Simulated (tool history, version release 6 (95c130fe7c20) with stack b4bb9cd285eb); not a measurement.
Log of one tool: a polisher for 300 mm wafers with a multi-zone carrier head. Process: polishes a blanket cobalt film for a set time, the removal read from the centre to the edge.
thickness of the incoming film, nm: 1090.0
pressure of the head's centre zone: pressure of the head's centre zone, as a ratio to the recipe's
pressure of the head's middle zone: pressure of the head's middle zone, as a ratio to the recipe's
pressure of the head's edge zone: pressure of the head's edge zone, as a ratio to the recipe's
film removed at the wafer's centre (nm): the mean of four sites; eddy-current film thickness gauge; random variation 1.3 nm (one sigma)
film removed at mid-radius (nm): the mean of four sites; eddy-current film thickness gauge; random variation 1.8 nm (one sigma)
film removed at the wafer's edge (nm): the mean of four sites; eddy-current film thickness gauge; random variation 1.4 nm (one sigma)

| run | day | flow of slurry (ml/min) | pressure of the head's centre zone | pressure of the head's middle zone | pressure of the head's edge zone | polishing time (s) | film removed at the wafer's centre (nm) | film removed at mid-radius (nm) | film removed at the wafer's edge (nm) |
|---|---|---|---|---|---|---|---|---|---|
| 1 | 0.000 | 210 | 1.00 | 1.00 | 1.00 | 42 | 165.21 | 165.29 | 167.29 |
| 2 | 0.333 | 210 | 1.00 | 1.00 | 1.00 | 33 | 130.07 | 127.18 | 128.97 |
| 3 | 0.579 | 210 | 0.96 | 1.00 | 1.00 | 33 | 125.15 | 126.20 | 129.07 |
| 4 | 0.942 | 255 | 0.96 | 1.00 | 1.00 | 33 | 127.21 | 132.50 | 132.48 |
| 5 | 1.167 | 250 | 0.92 | 1.01 | 0.96 | 32 | 117.16 | 127.11 | 125.44 |
| 6 | 1.375 | 245 | 0.90 | 1.03 | 0.92 | 32 | 116.65 | 128.22 | 122.33 |
| 7 | 1.667 | 240 | 0.87 | 1.04 | 0.90 | 31 | 109.00 | 125.30 | 116.61 |

Run 8 comes next. What will it give?
| 8 | 1.938 | 235 | 0.85 | 1.04 | 0.89 | 31 | ? | ? | ? |

film removed at the wafer's centre (nm): 107.78
film removed at mid-radius (nm): 123.61
film removed at the wafer's edge (nm): 116.72
